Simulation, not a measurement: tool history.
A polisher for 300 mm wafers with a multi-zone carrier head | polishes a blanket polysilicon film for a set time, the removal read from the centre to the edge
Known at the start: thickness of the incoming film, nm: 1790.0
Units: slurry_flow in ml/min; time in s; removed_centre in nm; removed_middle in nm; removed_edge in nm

run    day  slurry_flow  centre_zone  middle_zone  edge_zone  time  removed_centre  removed_middle  removed_edge
  1  0.000          185         1.00         1.00       1.00    78          449.32          446.17        451.81
  2  0.150          200         1.02         1.04       1.02    80          475.80          481.32        475.69
  3  0.500          215         1.04         1.07       1.03    82          503.35          513.72        485.56
  4  0.750          215         1.04         1.07       0.99    82          492.58          508.20        474.41
  5  1.071          215         1.04         1.01       0.99    82          499.58          486.20        481.66
  6  1.254          225         1.05         1.05       1.02    83          517.79          506.15        496.13

Run 7 comes next. What will it give?
  7  1.346          230         1.05         1.08       1.03    85               ?               ?             ?

removed_centre: 524.15 nm
removed_middle: 530.13 nm
removed_edge: 518.61 nm

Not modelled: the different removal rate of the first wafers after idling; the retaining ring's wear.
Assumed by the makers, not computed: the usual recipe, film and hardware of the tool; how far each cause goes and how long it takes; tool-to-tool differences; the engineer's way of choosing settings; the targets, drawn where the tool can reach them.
